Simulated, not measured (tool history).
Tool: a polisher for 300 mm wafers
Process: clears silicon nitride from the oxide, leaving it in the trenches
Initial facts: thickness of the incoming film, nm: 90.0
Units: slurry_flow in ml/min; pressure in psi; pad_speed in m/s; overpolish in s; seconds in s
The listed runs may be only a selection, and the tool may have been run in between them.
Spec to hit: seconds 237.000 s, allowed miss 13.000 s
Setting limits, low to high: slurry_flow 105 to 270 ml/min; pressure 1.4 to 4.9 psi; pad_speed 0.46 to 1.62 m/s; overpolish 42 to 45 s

{"run": 1, "hour": 0.0, "slurry_flow": 175, "pressure": 3.1, "pad_speed": 1.04, "overpolish": 42, "seconds": 96.171}
{"run": 2, "hour": 2.0, "slurry_flow": 155, "pressure": 3.1, "pad_speed": 1.04, "overpolish": 42, "seconds": 99.762}
{"run": 3, "hour": 5.7, "slurry_flow": 155, "pressure": 2.9, "pad_speed": 1.0, "overpolish": 42, "seconds": 111.36}
{"run": 4, "hour": 14.6, "slurry_flow": 155, "pressure": 2.7, "pad_speed": 0.98, "overpolish": 42, "seconds": 121.54}
{"run": 5, "hour": 15.4, "slurry_flow": 155, "pressure": 2.5, "pad_speed": 0.96, "overpolish": 42, "seconds": 133.52}
{"run": 6, "hour": 24.2, "slurry_flow": 155, "pressure": 2.1, "pad_speed": 0.96, "overpolish": 42, "seconds": 155.31}
{"run": 7, "hour": 27.4, "slurry_flow": 155, "pressure": 2.0, "pad_speed": 0.94, "overpolish": 42, "seconds": 161.01}
{"run": 8, "hour": 28.1, "slurry_flow": 155, "pressure": 1.9, "pad_speed": 0.92, "overpolish": 42, "seconds": 175.54}
{"run": 9, "hour": 30.7, "slurry_flow": 155, "pressure": 1.8, "pad_speed": 0.9, "overpolish": 42, "seconds": 193.99}
{"run": 10, "hour": 35.4, "slurry_flow": 155, "pressure": 1.6, "pad_speed": 0.88, "overpolish": 42, "seconds": 222.11}

Below are 5 possible settings for the next run. Only one of them brings all results inside the allowed miss of their targets. Which is it?
{"run": "A", "hour": 40.1, "slurry_flow": 165, "pressure": 1.8, "pad_speed": 0.8, "overpolish": 45, "seconds": "?"}
{"run": "B", "hour": 40.1, "slurry_flow": 180, "pressure": 1.5, "pad_speed": 0.98, "overpolish": 42, "seconds": "?"}
{"run": "C", "hour": 40.1, "slurry_flow": 140, "pressure": 1.8, "pad_speed": 0.86, "overpolish": 42, "seconds": "?"}
{"run": "D", "hour": 40.1, "slurry_flow": 135, "pressure": 1.7, "pad_speed": 0.86, "overpolish": 42, "seconds": "?"}
{"run": "E", "hour": 40.1, "slurry_flow": 160, "pressure": 1.6, "pad_speed": 0.82, "overpolish": 42, "seconds": "?"}

move=A seconds=214.400
move=B seconds=206.650
move=C seconds=205.700
move=D seconds=218.650
move=E seconds=235.220
A: moves away from the targets compared with the last run
B: moves away from the targets compared with the last run
C: moves away from the targets compared with the last run
D: moves away from the targets compared with the last run
E: all results in spec
Move E is the one to make.
